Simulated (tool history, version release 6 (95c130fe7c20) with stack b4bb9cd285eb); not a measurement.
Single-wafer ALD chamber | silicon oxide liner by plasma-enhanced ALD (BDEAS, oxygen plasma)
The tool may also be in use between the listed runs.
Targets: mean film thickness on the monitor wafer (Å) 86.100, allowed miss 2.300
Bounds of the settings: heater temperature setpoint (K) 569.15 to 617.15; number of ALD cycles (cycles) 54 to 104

run,hour,heater temperature setpoint (K),number of ALD cycles (cycles),mean film thickness on the monitor wafer (Å)
1,0.0,593.15,79,71.704
2,2.9,593.15,71,64.230
3,8.7,593.15,74,67.031
4,10.7,593.15,76,68.941
5,12.3,598.15,76,68.339
6,14.3,598.15,78,69.752
7,19.9,598.15,78,69.998
8,27.3,598.15,78,69.701
9,28.3,597.15,80,71.838
10,36.7,597.15,82,73.750
11,45.3,597.15,83,74.526
12,51.2,597.15,84,75.708
13,56.9,597.15,85,76.360
14,60.3,597.15,86,77.204
15,69.2,597.15,86,77.234

Which of these 4 next moves meets every target?
A,78.1,589.15,94,?
B,78.1,601.15,77,?
C,78.1,598.15,104,?
D,78.1,601.15,104,?

move,mean film thickness on the monitor wafer (Å)
A,85.788
B,68.900
C,93.523
D,93.059
A: meets every target
B: further off than the last run
C: takes the result that was furthest off past its target
D: takes the result that was furthest off past its target
Answer: A
